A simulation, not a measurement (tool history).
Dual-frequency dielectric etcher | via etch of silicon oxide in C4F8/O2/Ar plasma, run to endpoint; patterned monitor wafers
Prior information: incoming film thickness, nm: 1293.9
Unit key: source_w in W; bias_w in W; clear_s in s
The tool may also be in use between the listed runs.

run 1 hour=0.0 | source_w=2180 bias_w=1733 | clear_s=254.93
run 2 hour=6.6 | source_w=2550 bias_w=1733 | clear_s=232.37
run 3 hour=13.9 | source_w=2260 bias_w=1567 | clear_s=253.08
run 4 hour=18.9 | source_w=2040 bias_w=1441 | clear_s=285.19
-- hour=24.6 bias power generator calibrated
run 5 hour=24.6 | source_w=2040 bias_w=1154 | clear_s=303.20
run 6 hour=27.3 | source_w=1900 bias_w=1130 | clear_s=319.84
run 7 hour=31.8 | source_w=1810 bias_w=1116 | clear_s=326.56
run 8 hour=33.6 | source_w=1730 bias_w=1102 | clear_s=344.85

Run 9 comes next. What will it give?
run 9 hour=35.3 | source_w=1700 bias_w=1098 | clear_s=?

{"run 9": {"clear_s": 346.71}}
